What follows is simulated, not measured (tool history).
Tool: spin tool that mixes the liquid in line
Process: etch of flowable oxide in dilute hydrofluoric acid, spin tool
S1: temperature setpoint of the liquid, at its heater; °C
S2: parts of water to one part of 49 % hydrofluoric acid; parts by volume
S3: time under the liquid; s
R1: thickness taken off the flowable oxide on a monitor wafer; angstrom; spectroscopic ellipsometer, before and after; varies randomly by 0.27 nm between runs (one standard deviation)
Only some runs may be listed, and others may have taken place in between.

Run 1, hour 0: S1 20 °C, S2 110 parts by volume, S3 80 s. Result: R1 118.63 angstrom.
Run 2, hour 8.5: S1 21.5 °C, S2 100 parts by volume, S3 80 s. Result: R1 140.61 angstrom.
Run 3, hour 13.8: S1 19 °C, S2 100 parts by volume, S3 80 s. Result: R1 127.95 angstrom.
Run 4, hour 19.9: S1 20.5 °C, S2 90 parts by volume, S3 80 s. Result: R1 149.17 angstrom.
Run 5, hour 25.2: S1 20.5 °C, S2 90 parts by volume, S3 80 s. Result: R1 152.48 angstrom.
Run 6, hour 32.6: S1 21.5 °C, S2 85 parts by volume, S3 80 s. Result: R1 168.71 angstrom.

Expected results for the next run?
Run 7, hour 33.2: S1 21.5 °C, S2 85 parts by volume, S3 80 s. Result: R1 ?.

{"run 7": {"R1": 168.43}}

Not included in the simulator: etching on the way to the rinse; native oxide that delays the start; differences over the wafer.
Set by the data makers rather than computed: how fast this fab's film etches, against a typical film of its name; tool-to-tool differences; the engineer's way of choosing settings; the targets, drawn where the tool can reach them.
